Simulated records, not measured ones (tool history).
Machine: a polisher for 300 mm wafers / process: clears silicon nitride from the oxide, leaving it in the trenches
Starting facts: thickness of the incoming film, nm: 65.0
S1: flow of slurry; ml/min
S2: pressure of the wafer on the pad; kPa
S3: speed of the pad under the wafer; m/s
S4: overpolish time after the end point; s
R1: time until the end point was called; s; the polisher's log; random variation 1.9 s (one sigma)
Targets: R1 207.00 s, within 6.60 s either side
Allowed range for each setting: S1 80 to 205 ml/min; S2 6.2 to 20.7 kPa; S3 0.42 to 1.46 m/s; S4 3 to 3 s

run 1 hour=0.0 | S1=135 S2=13.1 S3=0.94 S4=3 | R1=127.92
run 2 hour=1.7 | S1=135 S2=12.4 S3=0.94 S4=3 | R1=131.36
run 3 hour=8.8 | S1=135 S2=12.4 S3=0.80 S4=3 | R1=156.36
run 4 hour=16.0 | S1=135 S2=11.7 S3=0.80 S4=3 | R1=162.34
run 5 hour=22.1 | S1=135 S2=11.7 S3=1.02 S4=3 | R1=129.32
run 6 hour=30.6 | S1=135 S2=11.0 S3=1.02 S4=3 | R1=133.93
run 7 hour=37.0 | S1=135 S2=10.3 S3=1.02 S4=3 | R1=138.92
run 8 hour=40.4 | S1=135 S2=10.3 S3=1.02 S4=3 | R1=138.31
run 9 hour=44.4 | S1=135 S2=9.7 S3=1.00 S4=3 | R1=147.89
run 10 hour=51.3 | S1=110 S2=6.2 S3=0.94 S4=3 | R1=214.42
run 11 hour=54.1 | S1=120 S2=6.2 S3=0.94 S4=3 | R1=213.37

4 next moves are on the table. One of them brings every result within its allowed miss. Which?
run A hour=56.9 | S1=120 S2=6.2 S3=0.92 S4=3 | R1=?
run B hour=56.9 | S1=135 S2=6.2 S3=0.88 S4=3 | R1=?
run C hour=56.9 | S1=100 S2=6.9 S3=0.88 S4=3 | R1=?
run D hour=56.9 | S1=150 S2=6.9 S3=0.88 S4=3 | R1=?

move=A R1=218.77
move=B R1=224.07
move=C R1=221.57
move=D R1=207.19
A: moves away from the targets compared with the last run
B: moves away from the targets compared with the last run
C: moves away from the targets compared with the last run
D: hits every target within its allowed miss
The right move is D.
